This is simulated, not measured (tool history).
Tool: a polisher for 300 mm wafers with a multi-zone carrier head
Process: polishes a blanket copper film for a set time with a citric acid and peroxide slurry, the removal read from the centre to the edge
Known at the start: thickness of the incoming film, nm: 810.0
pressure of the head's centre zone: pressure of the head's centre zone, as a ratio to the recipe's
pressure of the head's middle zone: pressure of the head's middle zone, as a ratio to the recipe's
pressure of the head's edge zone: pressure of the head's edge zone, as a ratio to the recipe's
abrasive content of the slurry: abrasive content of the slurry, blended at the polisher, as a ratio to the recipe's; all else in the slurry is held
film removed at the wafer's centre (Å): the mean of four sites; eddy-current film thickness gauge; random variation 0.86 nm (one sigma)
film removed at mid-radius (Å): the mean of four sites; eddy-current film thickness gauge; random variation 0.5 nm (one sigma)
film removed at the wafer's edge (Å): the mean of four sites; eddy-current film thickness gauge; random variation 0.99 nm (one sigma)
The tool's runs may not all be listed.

| run | hour | flow of slurry (ml/min) | pressure of the head's centre zone | pressure of the head's middle zone | pressure of the head's edge zone | abrasive content of the slurry | polishing time (s) | film removed at the wafer's centre (Å) | film removed at mid-radius (Å) | film removed at the wafer's edge (Å) |
|---|---|---|---|---|---|---|---|---|---|---|
| 1 | 0 | 320 | 1 | 1 | 1 | 1 | 59 | 921.61 | 933.62 | 939.05 |
| 2 | 3.4 | 320 | 1 | 1 | 1 | 1.15 | 59 | 956.46 | 980.08 | 948.56 |
| 3 | 11.8 | 320 | 1 | 1.03 | 1 | 1.15 | 59 | 958.39 | 1004.7 | 957.57 |
| 4 | 19.7 | 320 | 1 | 1.03 | 1 | 1.15 | 52 | 830.17 | 889.27 | 845.2 |
| 5 | 20.5 | 315 | 1 | 1.01 | 1.02 | 1.15 | 52 | 842.04 | 866.49 | 852.58 |
| 6 | 24.9 | 310 | 0.99 | 1 | 1.04 | 1.15 | 52 | 857.22 | 855.17 | 855.99 |

Run 7 comes next. What will it give?
| 7 | 29.1 | 310 | 0.96 | 0.99 | 1.05 | 1.15 | 52 | ? | ? | ? |

film removed at the wafer's centre (Å): 823.52
film removed at mid-radius (Å): 861.48
film removed at the wafer's edge (Å): 854.53

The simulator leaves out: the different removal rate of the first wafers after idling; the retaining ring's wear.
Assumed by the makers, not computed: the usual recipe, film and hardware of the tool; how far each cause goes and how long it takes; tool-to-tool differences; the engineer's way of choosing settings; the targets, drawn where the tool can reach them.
